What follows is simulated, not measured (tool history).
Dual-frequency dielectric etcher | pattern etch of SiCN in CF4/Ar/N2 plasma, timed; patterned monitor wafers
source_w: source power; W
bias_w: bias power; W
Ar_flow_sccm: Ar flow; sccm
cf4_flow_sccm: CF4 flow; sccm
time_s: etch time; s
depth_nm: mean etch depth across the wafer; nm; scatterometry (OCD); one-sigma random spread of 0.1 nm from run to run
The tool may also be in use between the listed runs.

run,hour,source_w,bias_w,Ar_flow_sccm,cf4_flow_sccm,time_s,depth_nm
1,0.0,360,76,103,74,97.5,66.915
2,0.9,330,76,103,74,97.5,61.979
3,6.7,330,76,116,74,97.5,61.248
4,12.7,280,76,116,74,97.5,53.636
5,20.7,280,87,116,74,97.5,55.843
6,27.6,260,85,117,73,97.5,52.112

Run 7, settings as shown, results not yet in. Your forecast:
7,32.9,260,85,117,73,97.5,?

{"run 7": {"depth_nm": 52.154}}

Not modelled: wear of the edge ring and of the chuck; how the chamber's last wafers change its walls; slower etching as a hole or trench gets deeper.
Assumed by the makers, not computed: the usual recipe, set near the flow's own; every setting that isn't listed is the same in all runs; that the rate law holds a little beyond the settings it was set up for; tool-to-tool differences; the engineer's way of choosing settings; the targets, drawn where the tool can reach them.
